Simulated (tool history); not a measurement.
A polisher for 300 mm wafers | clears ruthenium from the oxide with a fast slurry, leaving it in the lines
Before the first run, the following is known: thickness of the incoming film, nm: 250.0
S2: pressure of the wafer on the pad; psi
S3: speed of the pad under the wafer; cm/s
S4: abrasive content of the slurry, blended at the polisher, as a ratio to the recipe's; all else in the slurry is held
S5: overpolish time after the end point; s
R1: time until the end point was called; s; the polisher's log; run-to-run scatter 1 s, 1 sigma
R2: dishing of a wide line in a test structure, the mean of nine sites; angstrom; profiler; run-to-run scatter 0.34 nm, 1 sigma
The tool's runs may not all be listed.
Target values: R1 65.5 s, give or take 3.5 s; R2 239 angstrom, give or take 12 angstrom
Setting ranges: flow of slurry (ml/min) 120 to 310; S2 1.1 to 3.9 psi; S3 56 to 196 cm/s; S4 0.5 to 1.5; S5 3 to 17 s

{"run": 1, "hour": 0.0, "flow of slurry (ml/min)": 200, "S2": 2.5, "S3": 126, "S4": 1, "S5": 9, "R1": 48.19, "R2": 355.88}
{"run": 2, "hour": 8.7, "flow of slurry (ml/min)": 200, "S2": 2.5, "S3": 126, "S4": 0.8, "S5": 9, "R1": 52.374, "R2": 330.32}
{"run": 3, "hour": 12.3, "flow of slurry (ml/min)": 200, "S2": 2.5, "S3": 140, "S4": 0.8, "S5": 9, "R1": 46.751, "R2": 357.3}
{"run": 4, "hour": 15.6, "flow of slurry (ml/min)": 200, "S2": 2.5, "S3": 140, "S4": 0.95, "S5": 9, "R1": 44.071, "R2": 381.81}
{"run": 5, "hour": 22.4, "flow of slurry (ml/min)": 200, "S2": 2.5, "S3": 140, "S4": 1.1, "S5": 9, "R1": 43.319, "R2": 395.48}
{"run": 6, "hour": 29.1, "flow of slurry (ml/min)": 200, "S2": 2.3, "S3": 140, "S4": 1.1, "S5": 9, "R1": 45.914, "R2": 372.13}
{"run": 7, "hour": 35.2, "flow of slurry (ml/min)": 200, "S2": 2.1, "S3": 140, "S4": 1.1, "S5": 9, "R1": 49.603, "R2": 343.96}
{"run": 8, "hour": 39.8, "flow of slurry (ml/min)": 200, "S2": 1.4, "S3": 138, "S4": 1.1, "S5": 8, "R1": 72.258, "R2": 212.94}

Pick the move, out of 5, that brings all results within their allowed miss; only one does.
{"run": "A", "hour": 44.4, "flow of slurry (ml/min)": 175, "S2": 1.1, "S3": 144, "S4": 1.05, "S5": 11, "R1": "?", "R2": "?"}
{"run": "B", "hour": 44.4, "flow of slurry (ml/min)": 130, "S2": 1.8, "S3": 134, "S4": 1.05, "S5": 6, "R1": "?", "R2": "?"}
{"run": "C", "hour": 44.4, "flow of slurry (ml/min)": 200, "S2": 1.4, "S3": 132, "S4": 1.05, "S5": 10, "R1": "?", "R2": "?"}
{"run": "D", "hour": 44.4, "flow of slurry (ml/min)": 195, "S2": 1.5, "S3": 126, "S4": 1.2, "S5": 7, "R1": "?", "R2": "?"}
{"run": "E", "hour": 44.4, "flow of slurry (ml/min)": 165, "S2": 1.5, "S3": 160, "S4": 0.95, "S5": 8, "R1": "?", "R2": "?"}

move=A R1=87.604 R2=242.42
move=B R1=64.79 R2=181.62
move=C R1=75.985 R2=253.36
move=D R1=71.905 R2=190.49
move=E R1=63.199 R2=244.27
A: brings the result that was furthest off to its target, and leaves another outside
B: the biggest miss grows against the last run
C: takes the biggest miss from the last run beyond its target
D: the biggest miss grows against the last run
E: all results land within tolerance of their targets
Move E is the one to make.

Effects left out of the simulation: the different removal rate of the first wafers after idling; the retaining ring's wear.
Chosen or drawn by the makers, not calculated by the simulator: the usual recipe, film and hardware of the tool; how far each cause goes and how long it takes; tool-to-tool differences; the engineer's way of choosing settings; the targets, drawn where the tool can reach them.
